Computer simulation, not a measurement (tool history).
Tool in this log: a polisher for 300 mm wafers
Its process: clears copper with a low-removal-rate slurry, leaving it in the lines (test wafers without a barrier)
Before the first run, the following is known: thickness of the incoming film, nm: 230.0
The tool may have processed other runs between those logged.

run,hour,flow of slurry (ml/min),pressure of the wafer on the pad (kPa),speed of the pad under the wafer (m/s),abrasive content of the slurry,overpolish time after the end point (s),time until the end point was called (s),dishing of a wide line in a test structure (Å)
1,0.0,150,19.3,1.12,1.0,17,76.758,325.40
2,3.2,145,17.2,1.12,1.0,19,82.887,332.23
3,7.1,145,17.2,1.22,1.0,19,76.505,352.70
4,8.6,145,20.7,1.22,1.0,19,66.329,401.44
5,13.6,140,17.2,1.20,1.0,21,79.111,386.68
6,15.7,135,15.2,1.20,1.0,22,87.260,357.34
7,23.0,135,15.2,1.20,1.0,22,86.093,357.44

What will run 8 give?
8,25.3,130,13.8,1.18,1.0,23,?,?

Run 8 produced time until the end point was called (s) 96.716, dishing of a wide line in a test structure (Å) 345.74.
